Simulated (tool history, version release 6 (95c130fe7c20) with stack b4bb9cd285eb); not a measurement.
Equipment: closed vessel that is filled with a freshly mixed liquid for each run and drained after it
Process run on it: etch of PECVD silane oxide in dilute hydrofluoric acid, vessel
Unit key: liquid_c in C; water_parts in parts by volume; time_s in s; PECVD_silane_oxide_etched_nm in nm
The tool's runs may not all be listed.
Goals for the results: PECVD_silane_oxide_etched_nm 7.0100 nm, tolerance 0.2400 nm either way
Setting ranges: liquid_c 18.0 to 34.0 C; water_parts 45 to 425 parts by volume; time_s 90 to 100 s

{"run": 1, "day": 0.0, "liquid_c": 26.0, "water_parts": 235, "time_s": 90, "PECVD_silane_oxide_etched_nm": 8.7849}
{"run": 2, "day": 0.308, "liquid_c": 26.0, "water_parts": 235, "time_s": 90, "PECVD_silane_oxide_etched_nm": 8.8418}
{"run": 3, "day": 0.379, "liquid_c": 25.0, "water_parts": 235, "time_s": 90, "PECVD_silane_oxide_etched_nm": 8.6197}
{"run": 4, "day": 0.675, "liquid_c": 25.0, "water_parts": 235, "time_s": 100, "PECVD_silane_oxide_etched_nm": 9.3703}
{"run": 5, "day": 0.971, "liquid_c": 28.5, "water_parts": 235, "time_s": 100, "PECVD_silane_oxide_etched_nm": 10.647}
{"run": 6, "day": 1.171, "liquid_c": 27.0, "water_parts": 235, "time_s": 100, "PECVD_silane_oxide_etched_nm": 10.163}
{"run": 7, "day": 1.421, "liquid_c": 26.0, "water_parts": 240, "time_s": 100, "PECVD_silane_oxide_etched_nm": 9.5795}
{"run": 8, "day": 1.504, "liquid_c": 25.0, "water_parts": 245, "time_s": 100, "PECVD_silane_oxide_etched_nm": 8.965}
{"run": 9, "day": 1.721, "liquid_c": 24.0, "water_parts": 245, "time_s": 100, "PECVD_silane_oxide_etched_nm": 8.8182}
{"run": 10, "day": 2.058, "liquid_c": 23.5, "water_parts": 245, "time_s": 100, "PECVD_silane_oxide_etched_nm": 8.6163}
{"run": 11, "day": 2.392, "liquid_c": 23.5, "water_parts": 245, "time_s": 100, "PECVD_silane_oxide_etched_nm": 8.6108}
{"run": 12, "day": 2.662, "liquid_c": 23.0, "water_parts": 245, "time_s": 100, "PECVD_silane_oxide_etched_nm": 8.2953}
{"run": 13, "day": 2.896, "liquid_c": 22.5, "water_parts": 245, "time_s": 100, "PECVD_silane_oxide_etched_nm": 8.2082}
{"run": 14, "day": 3.183, "liquid_c": 22.0, "water_parts": 245, "time_s": 100, "PECVD_silane_oxide_etched_nm": 8.0542}
{"run": 15, "day": 3.342, "liquid_c": 21.5, "water_parts": 245, "time_s": 100, "PECVD_silane_oxide_etched_nm": 7.9967}
{"run": 16, "day": 3.583, "liquid_c": 21.0, "water_parts": 245, "time_s": 100, "PECVD_silane_oxide_etched_nm": 7.7978}
{"run": 17, "day": 3.942, "liquid_c": 20.5, "water_parts": 245, "time_s": 100, "PECVD_silane_oxide_etched_nm": 7.5509}
{"run": 18, "day": 4.129, "liquid_c": 19.5, "water_parts": 245, "time_s": 100, "PECVD_silane_oxide_etched_nm": 7.4381}

5 next moves are on the table. One of them brings every result within its allowed miss. Which?
{"run": "A", "day": 4.317, "liquid_c": 21.0, "water_parts": 290, "time_s": 100, "PECVD_silane_oxide_etched_nm": "?"}
{"run": "B", "day": 4.317, "liquid_c": 20.0, "water_parts": 275, "time_s": 100, "PECVD_silane_oxide_etched_nm": "?"}
{"run": "C", "day": 4.317, "liquid_c": 22.0, "water_parts": 270, "time_s": 90, "PECVD_silane_oxide_etched_nm": "?"}
{"run": "D", "day": 4.317, "liquid_c": 18.0, "water_parts": 235, "time_s": 90, "PECVD_silane_oxide_etched_nm": "?"}
{"run": "E", "day": 4.317, "liquid_c": 20.5, "water_parts": 260, "time_s": 100, "PECVD_silane_oxide_etched_nm": "?"}

move=A PECVD_silane_oxide_etched_nm=6.3292
move=B PECVD_silane_oxide_etched_nm=6.5234
move=C PECVD_silane_oxide_etched_nm=6.4643
move=D PECVD_silane_oxide_etched_nm=6.6051
move=E PECVD_silane_oxide_etched_nm=7.1268
A: pushes the last run's worst result past its target
B: pushes the last run's worst result past its target
C: pushes the last run's worst result past its target
D: pushes the last run's worst result past its target
E: all results in spec
Go with E: it meets all targets.

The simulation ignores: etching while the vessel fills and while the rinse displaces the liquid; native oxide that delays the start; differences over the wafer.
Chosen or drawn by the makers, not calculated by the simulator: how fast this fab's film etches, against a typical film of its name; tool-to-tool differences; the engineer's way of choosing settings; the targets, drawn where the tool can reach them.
